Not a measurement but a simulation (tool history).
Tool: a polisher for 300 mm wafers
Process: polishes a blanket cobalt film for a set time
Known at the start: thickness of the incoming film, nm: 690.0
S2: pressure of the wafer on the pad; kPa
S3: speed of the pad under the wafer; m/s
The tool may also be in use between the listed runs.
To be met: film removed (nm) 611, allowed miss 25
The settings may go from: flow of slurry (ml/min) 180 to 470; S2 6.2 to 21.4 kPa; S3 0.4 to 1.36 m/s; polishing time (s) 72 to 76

{"run": 1, "hour": 0.0, "flow of slurry (ml/min)": 300, "S2": 13.8, "S3": 0.88, "polishing time (s)": 72, "film removed (nm)": 382.68}
{"run": 2, "hour": 1.7, "flow of slurry (ml/min)": 300, "S2": 15.2, "S3": 0.88, "polishing time (s)": 72, "film removed (nm)": 426.07}
{"run": 3, "hour": 8.7, "flow of slurry (ml/min)": 365, "S2": 15.2, "S3": 0.88, "polishing time (s)": 72, "film removed (nm)": 426.01}
{"run": 4, "hour": 10.9, "flow of slurry (ml/min)": 325, "S2": 15.2, "S3": 0.88, "polishing time (s)": 72, "film removed (nm)": 424.05}
{"run": 5, "hour": 16.2, "flow of slurry (ml/min)": 395, "S2": 15.2, "S3": 0.88, "polishing time (s)": 72, "film removed (nm)": 432.85}
{"run": 6, "hour": 17.0, "flow of slurry (ml/min)": 395, "S2": 11.7, "S3": 0.88, "polishing time (s)": 72, "film removed (nm)": 330.2}
{"run": 7, "hour": 17.6, "flow of slurry (ml/min)": 395, "S2": 13.1, "S3": 0.88, "polishing time (s)": 72, "film removed (nm)": 375.92}
{"run": 8, "hour": 26.1, "flow of slurry (ml/min)": 395, "S2": 14.5, "S3": 0.88, "polishing time (s)": 72, "film removed (nm)": 414.47}
{"run": 9, "hour": 33.9, "flow of slurry (ml/min)": 395, "S2": 18.6, "S3": 0.9, "polishing time (s)": 72, "film removed (nm)": 534.35}
{"run": 10, "hour": 39.3, "flow of slurry (ml/min)": 395, "S2": 19.3, "S3": 0.9, "polishing time (s)": 72, "film removed (nm)": 569.23}
{"run": 11, "hour": 48.0, "flow of slurry (ml/min)": 395, "S2": 20, "S3": 0.9, "polishing time (s)": 72, "film removed (nm)": 578.04}

Which of these 5 next moves meets every target?
{"run": "A", "hour": 56.7, "flow of slurry (ml/min)": 385, "S2": 19.3, "S3": 0.88, "polishing time (s)": 74, "film removed (nm)": "?"}
{"run": "B", "hour": 56.7, "flow of slurry (ml/min)": 360, "S2": 18.6, "S3": 0.96, "polishing time (s)": 76, "film removed (nm)": "?"}
{"run": "C", "hour": 56.7, "flow of slurry (ml/min)": 315, "S2": 19.3, "S3": 0.88, "polishing time (s)": 72, "film removed (nm)": "?"}
{"run": "D", "hour": 56.7, "flow of slurry (ml/min)": 395, "S2": 19.3, "S3": 0.86, "polishing time (s)": 72, "film removed (nm)": "?"}
{"run": "E", "hour": 56.7, "flow of slurry (ml/min)": 405, "S2": 19.3, "S3": 0.82, "polishing time (s)": 72, "film removed (nm)": "?"}

move=A film_removed_(nm)=567.12
move=B film_removed_(nm)=608.51
move=C film_removed_(nm)=542.66
move=D film_removed_(nm)=540.64
move=E film_removed_(nm)=517.18
A: further off than the last run
B: meets every target
C: further off than the last run
D: further off than the last run
E: further off than the last run
The right move is B.

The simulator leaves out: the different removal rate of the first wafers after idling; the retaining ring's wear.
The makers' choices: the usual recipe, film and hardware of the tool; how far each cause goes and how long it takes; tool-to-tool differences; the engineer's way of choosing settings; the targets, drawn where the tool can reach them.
